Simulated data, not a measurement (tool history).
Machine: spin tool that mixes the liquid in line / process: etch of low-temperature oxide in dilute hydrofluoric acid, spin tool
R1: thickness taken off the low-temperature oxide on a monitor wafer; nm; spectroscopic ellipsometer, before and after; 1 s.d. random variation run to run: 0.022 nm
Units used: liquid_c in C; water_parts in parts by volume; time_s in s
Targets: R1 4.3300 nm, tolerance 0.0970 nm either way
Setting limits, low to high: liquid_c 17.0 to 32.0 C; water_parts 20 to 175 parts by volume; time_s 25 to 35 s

Run 1, hour 0.0: liquid_c 24.0 C, water_parts 95 parts by volume, time_s 35 s. Result: R1 3.6306 nm.
Run 2, hour 3.0: liquid_c 24.0 C, water_parts 95 parts by volume, time_s 35 s. Result: R1 3.6435 nm.
Run 3, hour 3.9: liquid_c 21.0 C, water_parts 95 parts by volume, time_s 35 s. Result: R1 3.2020 nm.
Run 4, hour 11.8: liquid_c 21.0 C, water_parts 125 parts by volume, time_s 35 s. Result: R1 2.3484 nm.
Run 5, hour 17.6: liquid_c 21.0 C, water_parts 125 parts by volume, time_s 35 s. Result: R1 2.3470 nm.
Run 6, hour 18.5: liquid_c 21.0 C, water_parts 105 parts by volume, time_s 35 s. Result: R1 2.8766 nm.
Run 7, hour 21.1: liquid_c 23.5 C, water_parts 105 parts by volume, time_s 35 s. Result: R1 3.1879 nm.
Run 8, hour 29.7: liquid_c 25.5 C, water_parts 105 parts by volume, time_s 35 s. Result: R1 3.4387 nm.
Run 9, hour 32.2: liquid_c 27.0 C, water_parts 105 parts by volume, time_s 35 s. Result: R1 3.6246 nm.
Run 10, hour 35.2: liquid_c 31.0 C, water_parts 105 parts by volume, time_s 35 s. Result: R1 4.2093 nm.

Pick the move, out of 5, that brings all results within their allowed miss; only one does.
Run A, hour 38.2: liquid_c 30.5 C, water_parts 80 parts by volume, time_s 25 s. Result: R1 ?.
Run B, hour 38.2: liquid_c 26.5 C, water_parts 95 parts by volume, time_s 35 s. Result: R1 ?.
Run C, hour 38.2: liquid_c 31.0 C, water_parts 90 parts by volume, time_s 30 s. Result: R1 ?.
Run D, hour 38.2: liquid_c 31.5 C, water_parts 95 parts by volume, time_s 30 s. Result: R1 ?.
Run E, hour 38.2: liquid_c 28.5 C, water_parts 100 parts by volume, time_s 35 s. Result: R1 ?.

move      R1
   A  4.0278
   B  3.9877
   C  4.3140
   D  4.1334
   E  4.0638
A: misses by more than the last run did
B: misses by more than the last run did
C: every result within its allowed miss
D: misses by more than the last run did
E: misses by more than the last run did
The move that meets every target is C.

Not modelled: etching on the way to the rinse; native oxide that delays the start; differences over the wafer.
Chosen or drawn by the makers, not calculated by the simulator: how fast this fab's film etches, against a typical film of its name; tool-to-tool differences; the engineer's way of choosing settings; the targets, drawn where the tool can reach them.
